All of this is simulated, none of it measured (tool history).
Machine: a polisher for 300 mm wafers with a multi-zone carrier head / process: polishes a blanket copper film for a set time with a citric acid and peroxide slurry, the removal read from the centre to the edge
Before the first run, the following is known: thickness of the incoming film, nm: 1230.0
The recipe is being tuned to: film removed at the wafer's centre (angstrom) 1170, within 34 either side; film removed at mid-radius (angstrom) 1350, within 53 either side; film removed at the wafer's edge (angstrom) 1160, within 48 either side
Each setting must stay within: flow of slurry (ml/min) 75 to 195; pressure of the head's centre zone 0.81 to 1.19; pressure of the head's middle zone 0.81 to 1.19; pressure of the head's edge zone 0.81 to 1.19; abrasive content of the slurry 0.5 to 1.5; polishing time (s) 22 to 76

run	hour	flow of slurry (ml/min)	pressure of the head's centre zone	pressure of the head's middle zone	pressure of the head's edge zone	abrasive content of the slurry	polishing time (s)	film removed at the wafer's centre (angstrom)	film removed at mid-radius (angstrom)	film removed at the wafer's edge (angstrom)
1	0	125	1	1	1	1	49	959.3	999.66	1006.9
2	2.5	145	1.01	1.06	1.02	1.05	49	1026.5	1062.3	999.52
3	10.6	145	0.99	1.09	1.02	1.2	51	1091.7	1202.1	1098.5
4	11.5	145	0.99	1.09	1.02	1.2	43	906.06	1004.3	906.51
5	13.5	170	0.99	1.09	1.02	1.2	43	946.46	1015.8	932.54
6	18.7	165	0.99	1.11	1.03	1.3	46	1017.9	1150	1047.8
7	21.9	190	1.06	1.19	1.07	1.45	46	1135.2	1246.8	1092.5
8	25.8	190	1.05	1.19	1.06	1.45	47	1151.2	1311.2	1148
9	31.2	195	1.05	1.19	1.02	1.5	47	1164.2	1310.3	1139
10	38.4	195	1.05	1.19	1.02	1.5	47	1162.4	1336	1104
11	41.4	195	1.05	1.19	1.03	1.5	47	1163.4	1321.4	1120.1
12	47.7	195	1.05	1.19	1.03	1.5	47	1154.8	1329.3	1131

4 candidate next runs follow, results not yet known. Just one meets every target within its allowed miss. Identify it.
A	54	195	1.14	1.16	1.07	1.4	46	?	?	?
B	54	190	1.06	1.19	1.01	1.5	46	?	?	?
C	54	190	1.09	1.18	1.03	1.5	46	?	?	?
D	54	125	1.02	1.18	1	1.4	54	?	?	?

move	film removed at the wafer's centre (angstrom)	film removed at mid-radius (angstrom)	film removed at the wafer's edge (angstrom)
A	1199.7	1243.8	1067
B	1151.8	1287.9	1050.7
C	1175.1	1278.3	1060.9
D	1178.4	1359	1137.7
A: further off than the last run
B: further off than the last run
C: further off than the last run
D: all results in spec
D is the move that brings every result within its allowed miss.
